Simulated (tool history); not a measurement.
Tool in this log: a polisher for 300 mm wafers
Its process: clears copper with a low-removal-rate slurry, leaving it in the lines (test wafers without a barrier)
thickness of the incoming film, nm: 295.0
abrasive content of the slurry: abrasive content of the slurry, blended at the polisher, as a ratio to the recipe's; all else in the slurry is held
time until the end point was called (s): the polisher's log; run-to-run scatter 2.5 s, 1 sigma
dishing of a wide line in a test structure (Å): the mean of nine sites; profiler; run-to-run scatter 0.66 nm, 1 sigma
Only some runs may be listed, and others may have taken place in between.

run	hour	flow of slurry (ml/min)	pressure of the wafer on the pad (psi)	speed of the pad under the wafer (m/s)	abrasive content of the slurry	overpolish time after the end point (s)	time until the end point was called (s)	dishing of a wide line in a test structure (Å)
1	0.0	205	2.3	0.82	1.0	26	158.01	319.66
2	5.0	175	2.3	0.82	1.0	26	158.74	318.74
3	8.7	175	2.3	0.82	1.0	29	162.53	338.72
4	17.6	175	2.3	0.82	1.0	31	162.41	367.87
5	19.9	175	2.3	0.70	1.0	31	182.40	330.19
6	22.6	175	2.3	0.70	1.0	24	188.95	257.13
7	23.5	170	2.6	0.68	1.0	37	173.53	407.20

Run 8 is up next; what results do you expect?
8	30.1	170	2.6	0.68	1.0	38	?	?

Run 8 gave time until the end point was called (s) 167.40, dishing of a wide line in a test structure (Å) 413.46.
